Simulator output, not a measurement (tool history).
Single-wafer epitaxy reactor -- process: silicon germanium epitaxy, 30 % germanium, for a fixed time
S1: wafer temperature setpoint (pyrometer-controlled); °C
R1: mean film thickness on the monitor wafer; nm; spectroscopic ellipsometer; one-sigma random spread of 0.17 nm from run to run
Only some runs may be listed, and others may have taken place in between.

run 1 hour=0.0 | S1=600 chamber_pressure_(mTorr)=14900 | R1=51.895
run 2 hour=5.1 | S1=600 chamber_pressure_(mTorr)=12900 | R1=48.372
run 3 hour=10.1 | S1=608 chamber_pressure_(mTorr)=12900 | R1=55.280
run 4 hour=15.5 | S1=608 chamber_pressure_(mTorr)=15500 | R1=59.687
run 5 hour=17.4 | S1=603 chamber_pressure_(mTorr)=15400 | R1=54.710
run 6 hour=22.6 | S1=603 chamber_pressure_(mTorr)=13400 | R1=51.718
run 7 hour=23.3 | S1=600 chamber_pressure_(mTorr)=13400 | R1=49.230
run 8 hour=28.1 | S1=597 chamber_pressure_(mTorr)=13400 | R1=46.921

Predict the results of run 9:
run 9 hour=33.0 | S1=595 chamber_pressure_(mTorr)=13400 | R1=?

R1: 45.423 nm
